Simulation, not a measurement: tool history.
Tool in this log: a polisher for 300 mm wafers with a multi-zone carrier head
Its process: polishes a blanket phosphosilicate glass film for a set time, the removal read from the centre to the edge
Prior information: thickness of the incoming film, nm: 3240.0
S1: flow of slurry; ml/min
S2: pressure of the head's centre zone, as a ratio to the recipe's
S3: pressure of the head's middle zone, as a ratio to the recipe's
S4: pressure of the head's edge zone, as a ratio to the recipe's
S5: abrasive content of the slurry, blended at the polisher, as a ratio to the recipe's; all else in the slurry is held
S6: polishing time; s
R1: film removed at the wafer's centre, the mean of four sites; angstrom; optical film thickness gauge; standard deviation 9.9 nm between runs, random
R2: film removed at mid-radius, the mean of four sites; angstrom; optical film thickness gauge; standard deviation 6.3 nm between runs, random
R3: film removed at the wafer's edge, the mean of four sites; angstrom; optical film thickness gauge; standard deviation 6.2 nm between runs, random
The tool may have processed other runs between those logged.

run,hour,S1,S2,S3,S4,S5,S6,R1,R2,R3
1,0,260,1,1,1,1,76,6801.3,6998.3,6714.4
2,2.2,270,1.02,1.01,1.05,1.05,76,7199.8,7230.7,7025.6
3,7,270,1.02,1.01,1.05,0.85,76,6497.5,6632.6,6462.4
4,8,230,1.02,1.01,1.05,0.85,76,6235.9,6470.3,6406.4
5,12.9,230,1.03,1.02,1.08,1,77,6864.5,7145.8,6948.8
6,19.3,230,1.03,1.02,1.08,1,67,6188,6093.4,6101

What does the tool deliver on the next run?
7,25.4,235,1.02,1.02,1.11,1.15,68,?,?,?

{"run 7": {"R1": 6311.3, "R2": 6560, "R3": 6612.9}}
